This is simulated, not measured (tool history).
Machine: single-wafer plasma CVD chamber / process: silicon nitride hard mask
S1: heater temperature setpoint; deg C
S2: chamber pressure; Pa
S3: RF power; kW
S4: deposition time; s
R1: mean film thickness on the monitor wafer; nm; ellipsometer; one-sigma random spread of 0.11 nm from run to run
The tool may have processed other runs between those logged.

run 1 day=0 | S1=410 S2=161 S3=0.35 S4=30.3 | R1=34.68
run 2 day=0.333 | S1=410 S2=161 S3=0.375 S4=30.3 | R1=36.148
run 3 day=0.358 | S1=410 S2=161 S3=0.375 S4=28.8 | R1=34.08
run 4 day=0.642 | S1=400 S2=161 S3=0.375 S4=28.8 | R1=34.571
run 5 day=0.662 | S1=400 S2=161 S3=0.375 S4=30.3 | R1=36.349
run 6 day=0.912 | S1=400 S2=145 S3=0.37 S4=30.3 | R1=34.587

For run 7, what comes out?
run 7 day=1.042 | S1=400 S2=135 S3=0.37 S4=30.3 | R1=?

Run 7 yielded R1 33.389 nm.
